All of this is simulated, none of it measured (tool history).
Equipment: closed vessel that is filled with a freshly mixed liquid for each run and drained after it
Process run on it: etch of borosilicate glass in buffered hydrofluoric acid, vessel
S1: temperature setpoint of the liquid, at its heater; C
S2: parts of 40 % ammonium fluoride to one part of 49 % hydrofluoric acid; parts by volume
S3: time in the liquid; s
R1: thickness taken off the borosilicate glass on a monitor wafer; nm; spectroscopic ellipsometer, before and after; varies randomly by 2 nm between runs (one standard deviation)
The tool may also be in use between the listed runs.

{"run": 1, "hour": 0.0, "S1": 21.0, "S2": 9.5, "S3": 105, "R1": 109.6}
{"run": 2, "hour": 7.7, "S1": 22.0, "S2": 9.0, "S3": 105, "R1": 118.88}
{"run": 3, "hour": 13.9, "S1": 23.0, "S2": 8.5, "S3": 105, "R1": 133.83}
{"run": 4, "hour": 18.2, "S1": 23.0, "S2": 6.0, "S3": 105, "R1": 187.77}
{"run": 5, "hour": 20.3, "S1": 26.5, "S2": 6.0, "S3": 105, "R1": 227.22}
{"run": 6, "hour": 22.5, "S1": 23.5, "S2": 6.0, "S3": 105, "R1": 195.03}
{"run": 7, "hour": 26.6, "S1": 24.0, "S2": 6.0, "S3": 105, "R1": 200.72}
{"run": 8, "hour": 28.4, "S1": 24.5, "S2": 6.0, "S3": 105, "R1": 205.85}
{"run": 9, "hour": 31.5, "S1": 25.0, "S2": 6.0, "S3": 105, "R1": 211.82}

Estimate the outcome of run 10 from the log above:
{"run": 10, "hour": 33.1, "S1": 25.5, "S2": 6.0, "S3": 105, "R1": "?"}

Run 10 yielded R1 218.98 nm.
